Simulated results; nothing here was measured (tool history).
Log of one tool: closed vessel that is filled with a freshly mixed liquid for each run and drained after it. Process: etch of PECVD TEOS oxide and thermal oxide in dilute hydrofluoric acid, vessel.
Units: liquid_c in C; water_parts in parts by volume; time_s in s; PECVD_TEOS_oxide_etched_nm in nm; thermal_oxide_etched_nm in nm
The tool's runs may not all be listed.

run  hour  liquid_c  water_parts  time_s  PECVD_TEOS_oxide_etched_nm  thermal_oxide_etched_nm
  1     0        25          150      75                      11.003                   2.3693
  2     7      26.5          150      75                      11.624                    2.476
  3  15.5      26.5          105      75                      17.623                     3.84
  4  21.5      26.5          105     105                       24.38                   5.3279
  5    27        25          105     105                      23.423                   5.1078
  6  35.3        25          145     105                      15.833                   3.4796
  7  42.9        24          145     105                      15.383                    3.302
  8  46.8      23.5          145     105                      15.021                   3.3108
  9  52.9        23          145     105                      14.585                    3.187

Forecast run 10:
 10  55.1      22.5          145     105                           ?                        ?

{"run 10": {"PECVD_TEOS_oxide_etched_nm": 14.632, "thermal_oxide_etched_nm": 3.1056}}
